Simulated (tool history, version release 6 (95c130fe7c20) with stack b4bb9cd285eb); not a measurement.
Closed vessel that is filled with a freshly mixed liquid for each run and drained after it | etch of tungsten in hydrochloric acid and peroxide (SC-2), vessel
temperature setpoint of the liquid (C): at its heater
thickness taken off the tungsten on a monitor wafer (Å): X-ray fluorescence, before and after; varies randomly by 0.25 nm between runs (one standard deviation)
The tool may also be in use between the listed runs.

run  hour  temperature setpoint of the liquid (C)  parts of water to one part each of 37 % hydrochloric acid and 30 % peroxide (parts by volume)  time in the liquid (s)  thickness taken off the tungsten on a monitor wafer (Å)
  1   0.0                                    50.0                                                                                           12.0                     185                                                   348.48
  2   0.5                                    50.0                                                                                            8.0                     185                                                   480.90
  3   2.0                                    50.0                                                                                            8.0                     185                                                   483.40
  4   4.7                                    50.0                                                                                            8.0                     195                                                   516.89
  5   6.2                                    50.0                                                                                            8.0                     185                                                   482.46
  6   8.5                                    54.5                                                                                            8.0                     185                                                   640.49

Predict the results of run 7:
  7  16.6                                    46.5                                                                                            8.0                     185                                                        ?

For run 7 the tool returned thickness taken off the tungsten on a monitor wafer (Å) 374.84.
